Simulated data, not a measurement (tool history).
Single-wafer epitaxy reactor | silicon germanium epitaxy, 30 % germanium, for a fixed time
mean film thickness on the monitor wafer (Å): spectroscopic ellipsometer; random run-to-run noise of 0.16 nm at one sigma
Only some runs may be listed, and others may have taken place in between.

run,hour,wafer temperature setpoint (pyrometer-controlled) (°C),chamber pressure (Pa),mean film thickness on the monitor wafer (Å)
1,0,605,2306,556.68
2,1.7,600,2306,500.58
3,7.2,595,2293,451.09
4,13.9,592,2280,426.29
5,18.9,596,2280,465.65
6,22.9,592,2266,424.26
7,23.7,590,2266,405.99
8,30.2,588,2266,391.99
9,34.8,587,2266,383.86
10,39.1,586,2266,377.3

Predict the results of run 11:
11,47.8,585,2266,?

Run 11 measured mean film thickness on the monitor wafer (Å) 370.03.
